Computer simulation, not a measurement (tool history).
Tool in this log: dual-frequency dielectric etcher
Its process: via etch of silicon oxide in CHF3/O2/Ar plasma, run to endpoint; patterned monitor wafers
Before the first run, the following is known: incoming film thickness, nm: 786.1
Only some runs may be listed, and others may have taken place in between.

run  hour  source power (kW)  bias power (kW)  endpoint time (s)
  1     0               0.71            0.235             329.58
  2   6.9               0.82            0.235             315.37
  3  11.6               0.73            0.235              325.5
  4  13.7               0.77            0.235             322.44
  5  19.3               0.83            0.235             309.94
  6  25.8               0.95            0.235             298.27
  7  30.8               0.86            0.217             310.93
  8  38.5               0.77            0.202             330.43

What will run 9 give?
  9    46                0.7             0.19                  ?

endpoint time (s): 350.31
